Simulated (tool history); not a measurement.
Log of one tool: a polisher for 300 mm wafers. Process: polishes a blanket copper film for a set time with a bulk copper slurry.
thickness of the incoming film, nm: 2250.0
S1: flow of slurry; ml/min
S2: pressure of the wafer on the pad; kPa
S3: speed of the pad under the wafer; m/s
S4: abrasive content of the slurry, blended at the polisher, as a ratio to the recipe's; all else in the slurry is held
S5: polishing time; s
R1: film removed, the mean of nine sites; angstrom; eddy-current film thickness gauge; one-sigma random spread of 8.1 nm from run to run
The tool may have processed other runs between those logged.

Run 1, hour 0: S1 180 ml/min, S2 22.1 kPa, S3 1.32 m/s, S4 1, S5 41 s. Result: R1 5612.3 angstrom.
Run 2, hour 3.3: S1 180 ml/min, S2 24.1 kPa, S3 1.32 m/s, S4 1, S5 41 s. Result: R1 6019 angstrom.
Run 3, hour 6.3: S1 180 ml/min, S2 24.1 kPa, S3 1.32 m/s, S4 0.85, S5 41 s. Result: R1 5756.9 angstrom.
Run 4, hour 12.7: S1 160 ml/min, S2 24.1 kPa, S3 1.32 m/s, S4 0.85, S5 41 s. Result: R1 5517.1 angstrom.
Run 5, hour 20.8: S1 175 ml/min, S2 24.8 kPa, S3 1.32 m/s, S4 0.85, S5 41 s. Result: R1 5871.7 angstrom.
Run 6, hour 27.7: S1 185 ml/min, S2 25.5 kPa, S3 1.32 m/s, S4 0.85, S5 41 s. Result: R1 6085.9 angstrom.

Run 7 comes next. What will it give?
Run 7, hour 32.6: S1 190 ml/min, S2 26.2 kPa, S3 1.32 m/s, S4 0.85, S5 41 s. Result: R1 ?.

Run 7 measured R1 6358.1 angstrom.

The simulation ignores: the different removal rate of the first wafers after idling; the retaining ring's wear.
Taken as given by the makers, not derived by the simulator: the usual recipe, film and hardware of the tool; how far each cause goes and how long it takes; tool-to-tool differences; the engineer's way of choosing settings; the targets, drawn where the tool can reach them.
